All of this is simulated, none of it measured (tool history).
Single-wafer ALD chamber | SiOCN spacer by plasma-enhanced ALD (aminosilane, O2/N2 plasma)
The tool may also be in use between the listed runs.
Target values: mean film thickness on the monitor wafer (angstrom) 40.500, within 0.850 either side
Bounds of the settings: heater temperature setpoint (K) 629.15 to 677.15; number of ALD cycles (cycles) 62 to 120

run    day  heater temperature setpoint (K)  number of ALD cycles (cycles)  mean film thickness on the monitor wafer (angstrom)
  1  0.000                           653.15                             91                                               54.279
  2  0.188                           653.15                             82                                               48.699
  3  0.500                           653.15                             80                                               47.444
  4  0.804                           653.15                             78                                               46.314
  5  0.904                           653.15                             76                                               45.123
  6  1.179                           653.15                             86                                               51.033
     1.496  -- thermocouple changed; heater temperature recalibrated
  7  1.496                           653.15                             83                                               49.263
  8  1.750                           653.15                             80                                               47.687
  9  1.875                           653.15                             80                                               47.667
 10  1.988                           653.15                             78                                               46.634
 11  2.033                           653.15                             76                                               45.289
 12  2.242                           653.15                             75                                               44.679

Exactly one of the 5 candidate moves below puts every result within its allowed miss. Which one?
  A  2.450                           656.15                             79                                                    ?
  B  2.450                           658.15                             84                                                    ?
  C  2.450                           657.15                             68                                                    ?
  D  2.450                           648.15                             81                                                    ?
  E  2.450                           650.15                             82                                                    ?

move  mean film thickness on the monitor wafer (angstrom)
   A                                               47.213
   B                                               50.201
   C                                               40.639
   D                                               48.408
   E                                               49.006
A: misses by more than the last run did
B: misses by more than the last run did
C: meets every target
D: misses by more than the last run did
E: misses by more than the last run did
The right move is C.
